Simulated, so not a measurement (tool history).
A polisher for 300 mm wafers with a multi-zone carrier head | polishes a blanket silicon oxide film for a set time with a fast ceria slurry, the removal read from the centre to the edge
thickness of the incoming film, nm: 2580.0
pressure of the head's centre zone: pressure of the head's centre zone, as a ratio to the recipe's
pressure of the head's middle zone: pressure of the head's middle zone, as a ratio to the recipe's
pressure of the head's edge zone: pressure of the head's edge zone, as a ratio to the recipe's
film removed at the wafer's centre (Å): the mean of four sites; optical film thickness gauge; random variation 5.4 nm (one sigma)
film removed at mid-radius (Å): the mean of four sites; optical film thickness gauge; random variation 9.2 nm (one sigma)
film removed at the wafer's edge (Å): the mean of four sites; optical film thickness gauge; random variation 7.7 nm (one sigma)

run	hour	flow of slurry (ml/min)	pressure of the head's centre zone	pressure of the head's middle zone	pressure of the head's edge zone	polishing time (s)	film removed at the wafer's centre (Å)	film removed at mid-radius (Å)	film removed at the wafer's edge (Å)
1	0.0	295	1.00	1.00	1.00	56	7517.6	7654.4	7471.3
2	6.0	295	0.99	0.99	0.98	55	7258.0	7348.7	7409.1
3	10.7	295	0.99	1.00	0.98	53	7029.4	6923.2	7287.0
4	12.5	295	0.99	0.92	0.98	53	6951.7	6644.2	7076.0
5	20.3	295	0.99	0.95	0.97	51	6764.7	6547.0	7016.3
6	22.5	295	0.99	0.99	0.97	51	6748.4	6772.1	6818.4
7	26.9	295	0.99	1.00	0.96	50	6539.3	6655.6	6635.4
8	35.7	295	0.99	1.00	0.94	50	6566.0	6870.2	6531.8
9	42.3	295	0.99	0.99	0.93	50	6576.2	6699.4	6477.8
10	45.3	290	0.99	0.98	0.92	50	6556.7	6529.7	6395.1
11	47.6	285	0.98	0.98	0.91	50	6480.4	6433.8	6462.5

Run 12 comes next. What will it give?
12	55.9	285	0.98	0.99	0.90	50	?	?	?

film removed at the wafer's centre (Å): 6526.4
film removed at mid-radius (Å): 6613.5
film removed at the wafer's edge (Å): 6612.3

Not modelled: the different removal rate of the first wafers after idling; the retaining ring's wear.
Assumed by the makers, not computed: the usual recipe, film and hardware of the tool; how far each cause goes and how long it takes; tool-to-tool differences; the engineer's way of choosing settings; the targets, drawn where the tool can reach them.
